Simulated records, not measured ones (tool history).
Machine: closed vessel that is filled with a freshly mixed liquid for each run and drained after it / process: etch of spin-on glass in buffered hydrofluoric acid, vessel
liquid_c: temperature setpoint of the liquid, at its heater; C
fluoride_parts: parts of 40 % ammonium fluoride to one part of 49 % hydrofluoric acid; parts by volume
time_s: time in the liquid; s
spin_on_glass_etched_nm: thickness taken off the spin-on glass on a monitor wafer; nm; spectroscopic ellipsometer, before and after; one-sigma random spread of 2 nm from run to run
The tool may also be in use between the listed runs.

Run 1, day 0.000: liquid_c 25 C, fluoride_parts 9.0 parts by volume, time_s 105 s. Result: spin_on_glass_etched_nm 247.73 nm.
Run 2, day 0.208: liquid_c 25 C, fluoride_parts 7.0 parts by volume, time_s 105 s. Result: spin_on_glass_etched_nm 329.36 nm.
Run 3, day 0.500: liquid_c 25 C, fluoride_parts 7.0 parts by volume, time_s 115 s. Result: spin_on_glass_etched_nm 359.08 nm.
Run 4, day 0.638: liquid_c 27 C, fluoride_parts 7.0 parts by volume, time_s 115 s. Result: spin_on_glass_etched_nm 404.49 nm.
Run 5, day 0.992: liquid_c 27 C, fluoride_parts 5.0 parts by volume, time_s 115 s. Result: spin_on_glass_etched_nm 536.58 nm.
Run 6, day 1.288: liquid_c 24 C, fluoride_parts 6.0 parts by volume, time_s 115 s. Result: spin_on_glass_etched_nm 382.24 nm.

For run 7, what comes out?
Run 7, day 1.508: liquid_c 22 C, fluoride_parts 6.5 parts by volume, time_s 115 s. Result: spin_on_glass_etched_nm ?.

spin_on_glass_etched_nm: 325.14 nm
